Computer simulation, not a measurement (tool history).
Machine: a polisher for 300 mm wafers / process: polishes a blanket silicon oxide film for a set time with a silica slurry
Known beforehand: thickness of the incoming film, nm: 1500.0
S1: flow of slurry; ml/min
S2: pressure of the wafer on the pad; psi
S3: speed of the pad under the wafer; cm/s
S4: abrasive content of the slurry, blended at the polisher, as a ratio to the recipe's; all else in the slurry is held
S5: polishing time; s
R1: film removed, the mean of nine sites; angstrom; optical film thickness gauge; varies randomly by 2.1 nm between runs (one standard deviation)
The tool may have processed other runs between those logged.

run	hour	S1	S2	S3	S4	S5	R1
1	0.0	245	3.5	122	1.00	51	1475.5
2	4.6	245	3.5	122	0.85	51	1348.7
3	12.7	250	3.9	130	0.85	51	1594.3
4	19.8	250	3.9	152	0.85	51	1788.8
5	22.8	255	4.3	154	0.85	51	1982.5
6	29.0	210	4.3	154	0.85	51	1970.1

Run 7 comes next. What will it give?
7	35.8	210	4.6	158	0.85	51	?

Run 7 produced R1 2134.3 angstrom.
